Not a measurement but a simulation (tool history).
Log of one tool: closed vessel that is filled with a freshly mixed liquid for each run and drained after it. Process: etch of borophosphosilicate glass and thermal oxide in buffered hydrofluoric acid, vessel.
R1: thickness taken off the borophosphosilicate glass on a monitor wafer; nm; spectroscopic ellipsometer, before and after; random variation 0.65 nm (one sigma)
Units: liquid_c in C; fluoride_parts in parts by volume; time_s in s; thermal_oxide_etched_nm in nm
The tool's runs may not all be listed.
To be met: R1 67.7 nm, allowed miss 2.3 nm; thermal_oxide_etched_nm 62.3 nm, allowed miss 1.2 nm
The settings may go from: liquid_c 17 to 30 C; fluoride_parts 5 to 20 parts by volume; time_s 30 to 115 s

{"run": 1, "hour": 0.0, "liquid_c": 22, "fluoride_parts": 12, "time_s": 60, "R1": 54.671, "thermal_oxide_etched_nm": 50.881}
{"run": 2, "hour": 5.6, "liquid_c": 23, "fluoride_parts": 12, "time_s": 60, "R1": 57.853, "thermal_oxide_etched_nm": 53.342}
{"run": 3, "hour": 10.8, "liquid_c": 23.5, "fluoride_parts": 12, "time_s": 60, "R1": 58.615, "thermal_oxide_etched_nm": 55.136}
{"run": 4, "hour": 16.4, "liquid_c": 23.5, "fluoride_parts": 12, "time_s": 75, "R1": 74.769, "thermal_oxide_etched_nm": 68.998}
{"run": 5, "hour": 22.3, "liquid_c": 23.5, "fluoride_parts": 12, "time_s": 95, "R1": 93.743, "thermal_oxide_etched_nm": 87.529}
{"run": 6, "hour": 27.0, "liquid_c": 22, "fluoride_parts": 12, "time_s": 95, "R1": 87.575, "thermal_oxide_etched_nm": 80.422}
{"run": 7, "hour": 28.8, "liquid_c": 21, "fluoride_parts": 12, "time_s": 95, "R1": 82.61, "thermal_oxide_etched_nm": 76.476}
{"run": 8, "hour": 30.7, "liquid_c": 20, "fluoride_parts": 12, "time_s": 95, "R1": 77.358, "thermal_oxide_etched_nm": 72.232}
{"run": 9, "hour": 39.4, "liquid_c": 19.5, "fluoride_parts": 12, "time_s": 95, "R1": 75.613, "thermal_oxide_etched_nm": 69.73}
{"run": 10, "hour": 41.1, "liquid_c": 19, "fluoride_parts": 12, "time_s": 95, "R1": 72.792, "thermal_oxide_etched_nm": 67.981}
{"run": 11, "hour": 46.7, "liquid_c": 19, "fluoride_parts": 12, "time_s": 95, "R1": 73.625, "thermal_oxide_etched_nm": 68.526}
{"run": 12, "hour": 47.4, "liquid_c": 18.5, "fluoride_parts": 12, "time_s": 95, "R1": 72.045, "thermal_oxide_etched_nm": 65.922}
{"run": 13, "hour": 48.3, "liquid_c": 18, "fluoride_parts": 12, "time_s": 95, "R1": 69.273, "thermal_oxide_etched_nm": 63.859}

5 next moves are on the table. One of them brings every result within its allowed miss. Which?
{"run": "A", "hour": 49.2, "liquid_c": 26.5, "fluoride_parts": 15, "time_s": 75, "R1": "?", "thermal_oxide_etched_nm": "?"}
{"run": "B", "hour": 49.2, "liquid_c": 22.5, "fluoride_parts": 13.5, "time_s": 85, "R1": "?", "thermal_oxide_etched_nm": "?"}
{"run": "C", "hour": 49.2, "liquid_c": 23.5, "fluoride_parts": 13.5, "time_s": 80, "R1": "?", "thermal_oxide_etched_nm": "?"}
{"run": "D", "hour": 49.2, "liquid_c": 19, "fluoride_parts": 10.5, "time_s": 80, "R1": "?", "thermal_oxide_etched_nm": "?"}
{"run": "E", "hour": 49.2, "liquid_c": 21.5, "fluoride_parts": 13.5, "time_s": 85, "R1": "?", "thermal_oxide_etched_nm": "?"}

move=A R1=70.178 thermal_oxide_etched_nm=65.513
move=B R1=71.133 thermal_oxide_etched_nm=66.226
move=C R1=70.689 thermal_oxide_etched_nm=65.851
move=D R1=70.711 thermal_oxide_etched_nm=65.567
move=E R1=67.347 thermal_oxide_etched_nm=62.662
A: further off than the last run
B: further off than the last run
C: further off than the last run
D: further off than the last run
E: meets every target
The right move is E.

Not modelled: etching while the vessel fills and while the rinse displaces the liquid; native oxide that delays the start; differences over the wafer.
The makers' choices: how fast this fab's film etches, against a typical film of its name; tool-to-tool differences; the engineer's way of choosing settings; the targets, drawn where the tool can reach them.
